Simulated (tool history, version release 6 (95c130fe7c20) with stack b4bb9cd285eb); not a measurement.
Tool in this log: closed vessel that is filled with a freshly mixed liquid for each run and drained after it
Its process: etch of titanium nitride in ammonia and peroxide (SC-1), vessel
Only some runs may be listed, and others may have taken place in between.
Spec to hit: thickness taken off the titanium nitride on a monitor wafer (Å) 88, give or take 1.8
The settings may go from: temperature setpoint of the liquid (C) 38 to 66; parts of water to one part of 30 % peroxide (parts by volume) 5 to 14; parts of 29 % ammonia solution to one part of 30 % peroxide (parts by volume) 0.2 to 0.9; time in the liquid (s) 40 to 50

run,hour,temperature setpoint of the liquid (C),parts of water to one part of 30 % peroxide (parts by volume),parts of 29 % ammonia solution to one part of 30 % peroxide (parts by volume),time in the liquid (s),thickness taken off the titanium nitride on a monitor wafer (Å)
1,0,50,7.5,0.5,50,61.651
2,1.5,50,6,0.5,50,69.858
3,8.2,45,6,0.5,50,48.15
4,12.4,46,6,0.5,50,52.479
5,18.4,46,6,0.5,50,51.916
6,23.9,46,7.5,0.5,50,46.615
7,26.6,47,7.5,0.5,50,50.191
8,35.2,48,7.5,0.5,50,53.777
9,43.7,49,7.5,0.5,50,57.592
10,50.4,56.5,7.5,0.5,50,96.193
11,58.5,55.5,7.5,0.5,50,90.647

Of the 4 settings listed for the next run, only one would bring every result within its allowed miss of target. Which one?
A,66.6,56,7.5,0.5,45,?
B,66.6,54,5,0.45,45,?
C,66.6,58,9.5,0.5,45,?
D,66.6,56.5,7,0.65,45,?

move,thickness taken off the titanium nitride on a monitor wafer (Å)
A,84.05
B,87.802
C,85.159
D,93.804
A: takes the biggest miss from the last run beyond its target
B: each result inside its tolerance
C: takes the biggest miss from the last run beyond its target
D: the biggest miss grows against the last run
Answer: B

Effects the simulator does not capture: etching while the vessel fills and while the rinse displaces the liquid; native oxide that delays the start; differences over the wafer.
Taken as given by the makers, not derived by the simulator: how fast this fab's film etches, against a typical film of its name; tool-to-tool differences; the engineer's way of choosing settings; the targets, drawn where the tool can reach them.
